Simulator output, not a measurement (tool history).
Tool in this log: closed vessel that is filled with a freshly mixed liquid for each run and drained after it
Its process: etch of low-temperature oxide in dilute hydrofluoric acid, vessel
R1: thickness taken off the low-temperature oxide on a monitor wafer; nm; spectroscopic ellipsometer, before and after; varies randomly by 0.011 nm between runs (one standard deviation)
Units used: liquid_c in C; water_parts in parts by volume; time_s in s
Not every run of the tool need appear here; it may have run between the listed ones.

{"run": 1, "hour": 0.0, "liquid_c": 22, "water_parts": 275, "time_s": 45, "R1": 4.0659}
{"run": 2, "hour": 4.4, "liquid_c": 19, "water_parts": 275, "time_s": 45, "R1": 3.6281}
{"run": 3, "hour": 5.3, "liquid_c": 17.5, "water_parts": 275, "time_s": 45, "R1": 3.4119}
{"run": 4, "hour": 7.7, "liquid_c": 17.5, "water_parts": 355, "time_s": 45, "R1": 2.4871}
{"hour": 14.5, "done": "hydrofluoric acid flow meter replaced"}
{"run": 5, "hour": 14.5, "liquid_c": 18, "water_parts": 355, "time_s": 45, "R1": 2.245}
{"run": 6, "hour": 21.7, "liquid_c": 19.5, "water_parts": 355, "time_s": 45, "R1": 2.3808}
{"run": 7, "hour": 22.4, "liquid_c": 21, "water_parts": 355, "time_s": 45, "R1": 2.5091}
{"run": 8, "hour": 26.4, "liquid_c": 22, "water_parts": 355, "time_s": 45, "R1": 2.6005}
{"run": 9, "hour": 27.7, "liquid_c": 22.5, "water_parts": 355, "time_s": 45, "R1": 2.6481}
{"run": 10, "hour": 31.3, "liquid_c": 23, "water_parts": 355, "time_s": 45, "R1": 2.6929}

Forecast run 11:
{"run": 11, "hour": 32.9, "liquid_c": 23.5, "water_parts": 355, "time_s": 45, "R1": "?"}

{"run 11": {"R1": 2.736}}
